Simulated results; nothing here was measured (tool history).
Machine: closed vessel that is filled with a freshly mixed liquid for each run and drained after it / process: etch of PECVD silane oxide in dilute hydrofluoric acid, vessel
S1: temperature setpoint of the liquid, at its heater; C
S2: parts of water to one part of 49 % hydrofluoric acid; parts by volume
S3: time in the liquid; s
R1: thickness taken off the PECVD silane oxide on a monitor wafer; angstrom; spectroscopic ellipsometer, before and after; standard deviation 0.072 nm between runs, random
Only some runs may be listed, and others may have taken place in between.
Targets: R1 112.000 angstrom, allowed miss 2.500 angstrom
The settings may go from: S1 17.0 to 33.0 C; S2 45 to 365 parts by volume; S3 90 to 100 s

run	hour	S1	S2	S3	R1
1	0.0	25.0	205	90	74.454
2	2.4	25.0	245	90	58.868
3	11.2	25.0	305	90	45.695
4	19.8	23.5	305	90	42.749
5	26.4	26.0	265	90	56.536
6	35.2	28.0	235	90	70.542
7	37.4	29.5	215	90	82.548
8	40.4	30.5	205	90	91.280
9	47.9	31.0	200	90	94.539
10	49.0	31.5	195	90	99.047
11	50.0	32.0	190	90	104.100
12	53.1	32.5	190	90	107.240

Which single option among these 5 for the next run brings every result within its allowed miss of target? Just one does.
A	56.2	33.0	195	100	?
B	56.2	29.0	180	100	?
C	56.2	32.5	195	90	?
D	56.2	33.0	200	95	?
E	56.2	33.0	175	90	?

move	R1
A	115.890
B	111.460
C	102.560
D	106.640
E	119.360
A: moves the result that the last run missed by most past its target, out the other side
B: in spec on every target
C: misses by more than the last run did
D: misses by more than the last run did
E: moves the result that the last run missed by most past its target, out the other side
Go with B: it meets all targets.
